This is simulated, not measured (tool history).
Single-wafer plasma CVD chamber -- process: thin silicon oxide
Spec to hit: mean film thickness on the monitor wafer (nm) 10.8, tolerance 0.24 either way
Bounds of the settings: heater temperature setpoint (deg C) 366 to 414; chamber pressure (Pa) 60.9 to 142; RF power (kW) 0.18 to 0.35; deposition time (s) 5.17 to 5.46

| run | day | heater temperature setpoint (deg C) | chamber pressure (Pa) | RF power (kW) | deposition time (s) | mean film thickness on the monitor wafer (nm) |
|---|---|---|---|---|---|---|
| 1 | 0 | 390 | 101.5 | 0.265 | 5.46 | 8.9897 |
| 2 | 0.312 | 390 | 101.5 | 0.28 | 5.46 | 9.3252 |
| 3 | 0.621 | 390 | 101.5 | 0.28 | 5.17 | 8.8603 |
| 4 | 0.729 | 390 | 107.1 | 0.28 | 5.17 | 9.3108 |
| 5 | 0.754 | 390 | 89.9 | 0.28 | 5.17 | 7.8405 |
| 6 | 0.912 | 400 | 89.9 | 0.28 | 5.17 | 7.7638 |
| 7 | 1.121 | 400 | 98.7 | 0.28 | 5.17 | 8.4919 |
| 8 | 1.229 | 400 | 105.2 | 0.28 | 5.17 | 9.0785 |
| 9 | 1.579 | 400 | 109.9 | 0.28 | 5.17 | 9.3846 |
| 10 | 1.808 | 399 | 113.9 | 0.28 | 5.17 | 9.756 |
| 11 | 2.117 | 399 | 116.8 | 0.28 | 5.17 | 9.9595 |
| 12 | 2.317 | 399 | 119.2 | 0.28 | 5.17 | 10.231 |
| 13 | 2.512 | 399 | 120.8 | 0.28 | 5.17 | 10.242 |
| 14 | 2.862 | 399 | 122.5 | 0.28 | 5.17 | 10.364 |
| 15 | 3.104 | 399 | 123.9 | 0.28 | 5.17 | 10.424 |

5 candidate next runs follow, results not yet known. Just one meets every target within its allowed miss. Identify it.
| A | 3.346 | 403 | 120 | 0.29 | 5.39 | ? |
| B | 3.346 | 398 | 116.8 | 0.275 | 5.17 | ? |
| C | 3.346 | 400 | 114 | 0.295 | 5.17 | ? |
| D | 3.346 | 400 | 120.7 | 0.265 | 5.17 | ? |
| E | 3.346 | 395 | 109.3 | 0.275 | 5.46 | ? |

| move | mean film thickness on the monitor wafer (nm) |
|---|---|
| A | 10.766 |
| B | 9.8349 |
| C | 10.001 |
| D | 9.8786 |
| E | 9.8367 |
A: all results in spec
B: further off than the last run
C: further off than the last run
D: further off than the last run
E: further off than the last run
Correct choice: A, which meets every target
